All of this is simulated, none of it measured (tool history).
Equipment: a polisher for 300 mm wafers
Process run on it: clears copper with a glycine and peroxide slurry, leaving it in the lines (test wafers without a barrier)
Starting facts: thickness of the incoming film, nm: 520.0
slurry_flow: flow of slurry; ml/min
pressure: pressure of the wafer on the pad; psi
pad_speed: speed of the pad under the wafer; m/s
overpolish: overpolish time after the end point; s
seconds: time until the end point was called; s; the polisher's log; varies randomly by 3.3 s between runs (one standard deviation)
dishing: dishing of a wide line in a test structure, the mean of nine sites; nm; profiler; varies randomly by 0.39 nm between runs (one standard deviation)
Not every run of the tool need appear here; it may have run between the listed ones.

run  hour  slurry_flow  pressure  pad_speed  overpolish  seconds  dishing
  1   0.0          305       2.6       1.18          10  103.940   24.676
  2   1.1          305       3.2       1.18          10   89.914   26.163
  3  10.1          305       2.9       1.12          10   99.895   24.205
  4  12.5          305       2.6       1.08          10  112.170   23.314
  5  17.4          340       2.6       1.08          10  111.060   23.662
  6  26.2          340       3.1       1.08          10   94.084   26.072
  7  32.6          335       2.8       1.06          10  108.370   24.716
  8  35.6          335       2.6       1.04          10  114.970   23.540

Predict the results of run 9:
  9  38.7          335       2.4       1.02          10        ?        ?

seconds: 124.780 s
dishing: 23.522 nm
